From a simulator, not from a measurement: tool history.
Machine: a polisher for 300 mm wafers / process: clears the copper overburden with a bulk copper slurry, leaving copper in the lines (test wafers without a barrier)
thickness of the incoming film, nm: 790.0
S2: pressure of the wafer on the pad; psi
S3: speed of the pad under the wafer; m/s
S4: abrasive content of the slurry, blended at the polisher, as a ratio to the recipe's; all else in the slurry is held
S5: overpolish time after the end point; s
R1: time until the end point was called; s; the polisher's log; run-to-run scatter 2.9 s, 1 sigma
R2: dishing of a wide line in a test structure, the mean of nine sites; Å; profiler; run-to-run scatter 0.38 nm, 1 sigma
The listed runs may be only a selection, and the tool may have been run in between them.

Run 1, hour 0.0: flow of slurry (ml/min) 275, S2 2.5 psi, S3 1.12 m/s, S4 1.0, S5 11 s. Result: R1 70.183 s, R2 322.63 Å.
Run 2, hour 5.3: flow of slurry (ml/min) 275, S2 2.1 psi, S3 1.00 m/s, S4 1.0, S5 10 s. Result: R1 92.916 s, R2 301.22 Å.
Run 3, hour 7.8: flow of slurry (ml/min) 275, S2 1.8 psi, S3 0.94 m/s, S4 1.0, S5 9 s. Result: R1 114.530 s, R2 263.99 Å.
Run 4, hour 16.0: flow of slurry (ml/min) 275, S2 2.0 psi, S3 0.94 m/s, S4 1.0, S5 9 s. Result: R1 103.320 s, R2 274.42 Å.
Run 5, hour 23.3: flow of slurry (ml/min) 275, S2 2.0 psi, S3 0.94 m/s, S4 0.8, S5 9 s. Result: R1 115.820 s, R2 264.63 Å.
Run 6, hour 29.2: flow of slurry (ml/min) 275, S2 2.5 psi, S3 0.94 m/s, S4 0.8, S5 9 s. Result: R1 92.642 s, R2 297.69 Å.
Run 7, hour 32.7: flow of slurry (ml/min) 275, S2 1.8 psi, S3 0.78 m/s, S4 0.8, S5 15 s. Result: R1 145.230 s, R2 285.71 Å.

Predict the results of run 8:
Run 8, hour 35.3: flow of slurry (ml/min) 275, S2 1.8 psi, S3 0.78 m/s, S4 0.8, S5 15 s. Result: R1 ?, R2 ?.

R1: 146.770 s
R2: 289.37 Å
